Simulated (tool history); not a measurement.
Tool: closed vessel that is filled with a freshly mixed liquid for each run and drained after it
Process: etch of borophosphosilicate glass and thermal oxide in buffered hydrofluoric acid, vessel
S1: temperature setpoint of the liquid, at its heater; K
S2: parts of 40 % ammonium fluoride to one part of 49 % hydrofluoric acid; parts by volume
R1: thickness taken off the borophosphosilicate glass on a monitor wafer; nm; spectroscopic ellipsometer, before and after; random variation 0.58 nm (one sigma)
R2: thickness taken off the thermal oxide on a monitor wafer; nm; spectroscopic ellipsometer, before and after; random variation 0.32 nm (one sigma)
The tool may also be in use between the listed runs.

run 1 hour=0 | S1=296.15 S2=8.5 time_in_the_liquid_(s)=60 | R1=133.49 R2=68.12
run 2 hour=5.8 | S1=296.15 S2=8.5 time_in_the_liquid_(s)=85 | R1=188.72 R2=96.698
run 3 hour=8.7 | S1=296.15 S2=8.5 time_in_the_liquid_(s)=95 | R1=210.49 R2=108.06
run 4 hour=15.8 | S1=294.15 S2=10.5 time_in_the_liquid_(s)=90 | R1=150.81 R2=76.426
run 5 hour=17 | S1=294.15 S2=10.5 time_in_the_liquid_(s)=110 | R1=182.24 R2=92.811
run 6 hour=25.7 | S1=292.15 S2=10.5 time_in_the_liquid_(s)=110 | R1=166.06 R2=82.572
run 7 hour=26.6 | S1=291.65 S2=11.5 time_in_the_liquid_(s)=100 | R1=132.82 R2=67.993

The next listed run, before its measurement:
run 8 hour=28.4 | S1=291.15 S2=12.5 time_in_the_liquid_(s)=90 | R1=? R2=?

Run 8 gave R1 107.8 nm, R2 54.012 nm.
